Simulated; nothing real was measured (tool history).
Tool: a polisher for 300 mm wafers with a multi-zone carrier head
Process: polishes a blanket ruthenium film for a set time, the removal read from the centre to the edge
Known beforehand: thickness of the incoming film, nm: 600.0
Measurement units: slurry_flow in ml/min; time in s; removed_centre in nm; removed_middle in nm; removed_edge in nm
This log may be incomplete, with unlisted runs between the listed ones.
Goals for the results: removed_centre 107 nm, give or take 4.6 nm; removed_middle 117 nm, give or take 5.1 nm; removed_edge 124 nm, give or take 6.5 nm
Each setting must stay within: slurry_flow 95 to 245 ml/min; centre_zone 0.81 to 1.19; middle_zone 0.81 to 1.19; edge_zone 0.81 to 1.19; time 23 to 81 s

run,hour,slurry_flow,centre_zone,middle_zone,edge_zone,time,removed_centre,removed_middle,removed_edge
1,0,155,1,1,1,52,86.446,84.896,86.918
2,5.3,155,0.99,1.01,1.02,54,89.888,88.798,91.196
3,6.6,155,0.98,1.02,1.04,56,89.601,93.722,95.339
4,9.5,155,1.07,1.02,1.04,56,102.28,94.024,95.609
5,11.4,155,1.07,1.09,1.04,56,101.02,98.972,96.546
6,15.4,155,1.07,1.09,1.04,63,114.08,113.57,104.26
7,17.7,155,1.05,1.08,1.06,64,111.5,112.31,108.81
8,23.2,155,1.04,1.08,1.08,64,110.61,113.65,112.14
9,31.7,155,1.04,1.08,1.09,64,112.24,111.56,113.17
10,35.8,155,1.03,1.09,1.1,64,109.02,114.72,113.48
11,41.9,155,1.03,1.09,1.11,64,110.08,111.97,116.65

Consider the 5 candidate settings below. Which is the only one whose results all fall within their allowed miss of target?
A,48,200,1.04,1.08,1.19,59,?,?,?
B,48,135,1.1,1.07,1.19,64,?,?,?
C,48,190,1.01,1.13,1.19,60,?,?,?
D,48,130,1.01,0.99,1.16,69,?,?,?
E,48,145,0.98,1.1,1.19,67,?,?,?

move,removed_centre,removed_middle,removed_edge
A,107.33,111.23,112.82
B,113.14,110.97,115.87
C,105.08,116.67,113.97
D,110.75,111.03,122.6
E,107.48,120.99,122.68
A: lands further from the targets than the last run did
B: lands further from the targets than the last run did
C: lands further from the targets than the last run did
D: gets the furthest-off result to its target, but another result is out of tolerance
E: all results in spec
E is the move that brings every result within its allowed miss.
